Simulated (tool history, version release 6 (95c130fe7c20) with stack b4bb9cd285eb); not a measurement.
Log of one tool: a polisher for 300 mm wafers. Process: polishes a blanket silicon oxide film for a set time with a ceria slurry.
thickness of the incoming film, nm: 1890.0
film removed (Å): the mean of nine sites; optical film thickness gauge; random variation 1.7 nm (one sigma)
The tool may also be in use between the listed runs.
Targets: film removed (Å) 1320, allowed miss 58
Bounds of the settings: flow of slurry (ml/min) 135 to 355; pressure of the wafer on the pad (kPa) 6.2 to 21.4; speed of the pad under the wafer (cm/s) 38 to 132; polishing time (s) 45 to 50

run,hour,flow of slurry (ml/min),pressure of the wafer on the pad (kPa),speed of the pad under the wafer (cm/s),polishing time (s),film removed (Å)
1,0,225,13.8,84,50,960.33
2,4.2,225,14.5,84,50,1004.6
3,13.2,225,15.2,84,50,1057.8
4,14.2,225,15.2,84,50,1060.1
5,17.2,180,15.2,84,50,1009.2
6,22.3,190,15.9,84,50,1090.4
7,30.9,195,16.5,84,50,1131.6
8,32,200,17.2,84,50,1181.3
9,40.6,205,17.2,84,50,1167.6
10,47,205,17.9,84,50,1225.5

Which of these 5 next moves meets every target?
A,53.4,180,19.3,74,50,?
B,53.4,215,19.3,84,46,?
C,53.4,195,20.7,82,49,?
D,53.4,160,20,82,47,?
E,53.4,150,20.7,80,45,?

move,film removed (Å)
A,1131.5
B,1209.3
C,1327.3
D,1190.1
E,1135.1
A: further off than the last run
B: further off than the last run
C: meets every target
D: further off than the last run
E: further off than the last run
Answer: C
